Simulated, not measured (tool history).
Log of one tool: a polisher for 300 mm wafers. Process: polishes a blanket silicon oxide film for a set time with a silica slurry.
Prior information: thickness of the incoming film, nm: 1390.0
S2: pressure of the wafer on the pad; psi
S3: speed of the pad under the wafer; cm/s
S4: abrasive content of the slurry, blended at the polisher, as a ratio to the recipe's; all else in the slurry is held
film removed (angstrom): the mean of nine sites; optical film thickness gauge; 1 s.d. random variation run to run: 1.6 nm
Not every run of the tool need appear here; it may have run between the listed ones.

run 1 hour=0.0 | flow_of_slurry_(ml/min)=280 S2=2.8 S3=154 S4=1.0 polishing_time_(s)=42 | film_removed_(angstrom)=1292.4
run 2 hour=8.3 | flow_of_slurry_(ml/min)=280 S2=2.5 S3=154 S4=1.0 polishing_time_(s)=42 | film_removed_(angstrom)=1189.6
run 3 hour=15.7 | flow_of_slurry_(ml/min)=280 S2=2.5 S3=154 S4=1.0 polishing_time_(s)=37 | film_removed_(angstrom)=1035.3
run 4 hour=22.7 | flow_of_slurry_(ml/min)=280 S2=2.9 S3=154 S4=1.0 polishing_time_(s)=37 | film_removed_(angstrom)=1200.8
run 5 hour=29.1 | flow_of_slurry_(ml/min)=280 S2=2.6 S3=154 S4=1.0 polishing_time_(s)=37 | film_removed_(angstrom)=1075.9
run 6 hour=32.3 | flow_of_slurry_(ml/min)=280 S2=3.0 S3=154 S4=1.0 polishing_time_(s)=37 | film_removed_(angstrom)=1243.4

Run 7 has not been measured yet. What should we expect?
run 7 hour=37.6 | flow_of_slurry_(ml/min)=285 S2=3.8 S3=156 S4=1.0 polishing_time_(s)=37 | film_removed_(angstrom)=?

{"run 7": {"film removed (angstrom)": 1589.4}}
